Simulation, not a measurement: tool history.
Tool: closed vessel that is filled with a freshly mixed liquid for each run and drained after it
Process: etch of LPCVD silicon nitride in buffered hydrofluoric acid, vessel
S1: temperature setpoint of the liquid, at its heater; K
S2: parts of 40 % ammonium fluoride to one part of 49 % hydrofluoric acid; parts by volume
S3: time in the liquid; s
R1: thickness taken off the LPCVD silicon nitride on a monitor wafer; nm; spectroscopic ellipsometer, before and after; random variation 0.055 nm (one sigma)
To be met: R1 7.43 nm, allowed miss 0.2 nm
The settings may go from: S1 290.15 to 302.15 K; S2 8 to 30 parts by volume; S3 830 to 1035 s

run 1 hour=0 | S1=294.15 S2=21.5 S3=1035 | R1=5.9005
run 2 hour=2.4 | S1=295.15 S2=21.5 S3=1035 | R1=6.3739
run 3 hour=7.2 | S1=295.65 S2=21.5 S3=1035 | R1=6.4517
run 4 hour=8.2 | S1=296.65 S2=21.5 S3=1035 | R1=6.8303
run 5 hour=12 | S1=296.65 S2=21.5 S3=830 | R1=5.487
run 6 hour=16.4 | S1=296.65 S2=21.5 S3=1035 | R1=6.8332
run 7 hour=19.7 | S1=297.15 S2=21.5 S3=1035 | R1=7.0644
run 8 hour=26 | S1=297.65 S2=21.5 S3=1035 | R1=7.1601

Which of these 4 next moves meets every target?
run A hour=32.3 | S1=296.65 S2=20 S3=1000 | R1=?
run B hour=32.3 | S1=298.15 S2=17 S3=845 | R1=?
run C hour=32.3 | S1=298.65 S2=24 S3=995 | R1=?
run D hour=32.3 | S1=300.65 S2=27.5 S3=995 | R1=?

move=A R1=6.9383
move=B R1=7.4691
move=C R1=6.7932
move=D R1=6.8945
A: further off than the last run
B: meets every target
C: further off than the last run
D: further off than the last run
The right move is B.
